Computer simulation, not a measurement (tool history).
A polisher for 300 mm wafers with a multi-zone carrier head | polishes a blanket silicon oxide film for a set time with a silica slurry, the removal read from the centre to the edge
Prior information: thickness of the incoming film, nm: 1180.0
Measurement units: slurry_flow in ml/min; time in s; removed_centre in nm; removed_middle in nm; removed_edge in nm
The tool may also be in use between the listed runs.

run  hour  slurry_flow  centre_zone  middle_zone  edge_zone  slurry_solids  time  removed_centre  removed_middle  removed_edge
  1   0.0          235         1.00         1.00       1.00           1.00    41          168.47          172.16        166.56
  2   3.2          235         1.04         1.00       1.00           1.00    41          173.10          165.45        168.69
  3  10.2          190         1.04         1.00       1.00           1.00    41          169.30          160.15        167.22
  4  12.7          190         1.04         1.00       1.00           1.00    47          190.17          180.71        192.44
  5  19.6          190         1.01         1.00       1.00           1.00    47          185.60          184.42        184.05
  6  23.6          190         1.01         1.00       1.00           1.10    47          197.95          193.31        197.59
  7  27.7          185         1.01         0.99       1.00           1.05    47          192.45          185.71        193.99
  8  32.9          180         1.01         0.98       1.00           1.00    47          188.31          182.38        194.30
  9  39.3          180         1.01         0.98       1.00           1.00    47          186.42          176.89        189.64

Forecast run 10:
 10  47.4          180         1.01         0.97       0.99           0.95    47               ?               ?             ?

{"run 10": {"removed_centre": 186.83, "removed_middle": 169.59, "removed_edge": 184.2}}
